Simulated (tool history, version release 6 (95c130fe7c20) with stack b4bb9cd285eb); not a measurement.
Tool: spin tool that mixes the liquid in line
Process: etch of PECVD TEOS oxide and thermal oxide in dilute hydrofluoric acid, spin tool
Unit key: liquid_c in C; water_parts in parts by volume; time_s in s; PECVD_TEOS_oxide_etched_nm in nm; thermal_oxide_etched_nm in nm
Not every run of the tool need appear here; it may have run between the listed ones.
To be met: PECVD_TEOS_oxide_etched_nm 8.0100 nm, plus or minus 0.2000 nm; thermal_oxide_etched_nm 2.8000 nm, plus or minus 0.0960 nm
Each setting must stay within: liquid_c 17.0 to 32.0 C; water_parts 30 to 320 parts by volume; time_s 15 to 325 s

run,hour,liquid_c,water_parts,time_s,PECVD_TEOS_oxide_etched_nm,thermal_oxide_etched_nm
1,0.0,24.0,175,165,11.7480,4.0772
2,8.1,24.0,175,215,15.3400,5.3827
3,12.0,26.0,175,215,16.5390,5.7674
4,18.6,24.5,185,215,14.6180,5.1270
5,22.6,23.5,195,215,13.2290,4.7068
6,29.0,24.5,195,215,13.8320,4.8604
7,32.2,23.5,205,215,12.3360,4.3750
8,38.2,22.5,210,215,11.6770,4.0306
9,40.8,22.0,215,215,11.1350,3.8724

Consider the 5 candidate settings below. Which is the only one whose results all fall within their allowed miss of target?
A,43.4,17.0,85,55,?,?
B,43.4,22.5,195,240,?,?
C,43.4,22.0,240,210,?,?
D,43.4,22.5,280,210,?,?
E,43.4,21.5,200,160,?,?

move,PECVD_TEOS_oxide_etched_nm,thermal_oxide_etched_nm
A,6.7795,2.3776
B,14.3260,5.0241
C,9.5504,3.3494
D,8.0181,2.8120
E,8.9198,3.1282
A: moves the result that the last run missed by most past its target, out the other side
B: the biggest miss grows against the last run
C: closes in on the targets versus the last run, not all within tolerance yet
D: every result within its allowed miss
E: closes in on the targets versus the last run, not all within tolerance yet
Answer: D
